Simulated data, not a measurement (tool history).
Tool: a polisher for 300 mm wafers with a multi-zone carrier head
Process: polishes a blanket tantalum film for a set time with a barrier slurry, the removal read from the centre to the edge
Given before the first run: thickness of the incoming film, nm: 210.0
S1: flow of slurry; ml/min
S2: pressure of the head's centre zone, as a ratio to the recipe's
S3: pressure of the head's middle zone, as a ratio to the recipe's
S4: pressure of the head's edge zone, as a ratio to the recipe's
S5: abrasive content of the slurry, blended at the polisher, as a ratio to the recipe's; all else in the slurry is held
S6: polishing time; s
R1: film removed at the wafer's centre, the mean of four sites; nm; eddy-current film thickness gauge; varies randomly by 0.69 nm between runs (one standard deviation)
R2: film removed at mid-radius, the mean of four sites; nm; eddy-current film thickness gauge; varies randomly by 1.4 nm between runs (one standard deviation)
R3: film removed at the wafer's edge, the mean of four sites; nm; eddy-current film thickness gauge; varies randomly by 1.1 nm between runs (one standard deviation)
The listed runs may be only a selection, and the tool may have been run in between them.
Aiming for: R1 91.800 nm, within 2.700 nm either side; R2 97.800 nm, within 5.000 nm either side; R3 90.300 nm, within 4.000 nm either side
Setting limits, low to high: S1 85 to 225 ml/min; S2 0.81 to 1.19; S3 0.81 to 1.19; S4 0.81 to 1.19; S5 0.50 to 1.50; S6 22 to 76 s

{"run": 1, "hour": 0.0, "S1": 145, "S2": 1.0, "S3": 1.0, "S4": 1.0, "S5": 1.0, "S6": 49, "R1": 75.703, "R2": 79.535, "R3": 79.913}
{"run": 2, "hour": 0.9, "S1": 145, "S2": 1.0, "S3": 1.0, "S4": 1.07, "S5": 1.0, "S6": 49, "R1": 75.594, "R2": 78.728, "R3": 82.978}
{"run": 3, "hour": 5.1, "S1": 145, "S2": 1.0, "S3": 1.0, "S4": 1.07, "S5": 1.15, "S6": 49, "R1": 78.788, "R2": 82.109, "R3": 83.544}
{"run": 4, "hour": 7.1, "S1": 145, "S2": 0.96, "S3": 1.0, "S4": 1.07, "S5": 1.15, "S6": 49, "R1": 75.69, "R2": 82.324, "R3": 84.606}
{"run": 5, "hour": 16.1, "S1": 145, "S2": 0.96, "S3": 1.0, "S4": 1.07, "S5": 1.05, "S6": 49, "R1": 73.963, "R2": 80.698, "R3": 84.741}
{"run": 6, "hour": 23.5, "S1": 145, "S2": 0.96, "S3": 1.0, "S4": 1.07, "S5": 1.05, "S6": 40, "R1": 59.61, "R2": 65.675, "R3": 68.238}
{"run": 7, "hour": 27.1, "S1": 150, "S2": 0.97, "S3": 1.01, "S4": 1.08, "S5": 1.1, "S6": 41, "R1": 63.054, "R2": 69.172, "R3": 72.157}
{"run": 8, "hour": 31.2, "S1": 155, "S2": 0.99, "S3": 1.03, "S4": 1.09, "S5": 1.15, "S6": 41, "R1": 65.58, "R2": 73.434, "R3": 71.49}
{"run": 9, "hour": 33.6, "S1": 160, "S2": 1.0, "S3": 1.03, "S4": 1.1, "S5": 1.2, "S6": 42, "R1": 68.354, "R2": 74.992, "R3": 74.584}
{"run": 10, "hour": 34.3, "S1": 165, "S2": 1.01, "S3": 1.04, "S4": 1.11, "S5": 1.25, "S6": 43, "R1": 72.743, "R2": 77.197, "R3": 77.787}
{"run": 11, "hour": 40.5, "S1": 170, "S2": 1.02, "S3": 1.05, "S4": 1.11, "S5": 1.3, "S6": 44, "R1": 75.37, "R2": 80.413, "R3": 80.667}
{"run": 12, "hour": 42.5, "S1": 175, "S2": 1.03, "S3": 1.06, "S4": 1.11, "S5": 1.35, "S6": 44, "R1": 76.979, "R2": 80.523, "R3": 84.262}
{"run": 13, "hour": 48.8, "S1": 185, "S2": 1.11, "S3": 1.16, "S4": 1.01, "S5": 1.4, "S6": 50, "R1": 95.876, "R2": 102.56, "R3": 90.748}

Pick the move, out of 5, that brings all results within their allowed miss; only one does.
{"run": "A", "hour": 55.1, "S1": 145, "S2": 1.18, "S3": 1.1, "S4": 1.02, "S5": 1.45, "S6": 46, "R1": "?", "R2": "?", "R3": "?"}
{"run": "B", "hour": 55.1, "S1": 165, "S2": 1.13, "S3": 1.17, "S4": 1.07, "S5": 1.1, "S6": 47, "R1": "?", "R2": "?", "R3": "?"}
{"run": "C", "hour": 55.1, "S1": 180, "S2": 1.19, "S3": 1.16, "S4": 0.99, "S5": 1.4, "S6": 50, "R1": "?", "R2": "?", "R3": "?"}
{"run": "D", "hour": 55.1, "S1": 155, "S2": 1.11, "S3": 1.19, "S4": 0.94, "S5": 1.4, "S6": 54, "R1": "?", "R2": "?", "R3": "?"}
{"run": "E", "hour": 55.1, "S1": 160, "S2": 1.07, "S3": 1.16, "S4": 1.02, "S5": 1.5, "S6": 50, "R1": "?", "R2": "?", "R3": "?"}

move=A R1=93.040 R2=85.844 R3=83.009
move=B R1=86.942 R2=86.604 R3=82.325
move=C R1=104.430 R2=98.112 R3=89.988
move=D R1=102.970 R2=105.590 R3=93.519
move=E R1=93.657 R2=98.165 R3=91.662
A: the worst result of the last run now meets its target, but another is out of spec
B: carries the result that was furthest off beyond its target, to the other side
C: lands further from the targets than the last run did
D: lands further from the targets than the last run did
E: hits every target within its allowed miss
The move that meets every target is E.
